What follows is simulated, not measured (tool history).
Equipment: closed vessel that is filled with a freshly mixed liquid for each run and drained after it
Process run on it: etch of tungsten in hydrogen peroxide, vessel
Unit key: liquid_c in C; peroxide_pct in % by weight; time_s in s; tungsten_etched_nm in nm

Run 1, day 0.000: liquid_c 43.0 C, peroxide_pct 26.0 % by weight, time_s 100 s. Result: tungsten_etched_nm 91.859 nm.
Run 2, day 0.346: liquid_c 42.0 C, peroxide_pct 26.0 % by weight, time_s 100 s. Result: tungsten_etched_nm 86.461 nm.
Run 3, day 0.683: liquid_c 42.0 C, peroxide_pct 21.5 % by weight, time_s 100 s. Result: tungsten_etched_nm 78.700 nm.
Run 4, day 0.958: liquid_c 42.0 C, peroxide_pct 21.5 % by weight, time_s 105 s. Result: tungsten_etched_nm 82.862 nm.
Run 5, day 1.033: liquid_c 42.0 C, peroxide_pct 16.5 % by weight, time_s 105 s. Result: tungsten_etched_nm 72.476 nm.
Run 6, day 1.304: liquid_c 48.0 C, peroxide_pct 16.5 % by weight, time_s 105 s. Result: tungsten_etched_nm 105.640 nm.
Run 7, day 1.500: liquid_c 46.5 C, peroxide_pct 16.5 % by weight, time_s 105 s. Result: tungsten_etched_nm 96.565 nm.

What will run 8 give?
Run 8, day 1.762: liquid_c 40.5 C, peroxide_pct 16.5 % by weight, time_s 105 s. Result: tungsten_etched_nm ?.

tungsten_etched_nm: 65.735 nm
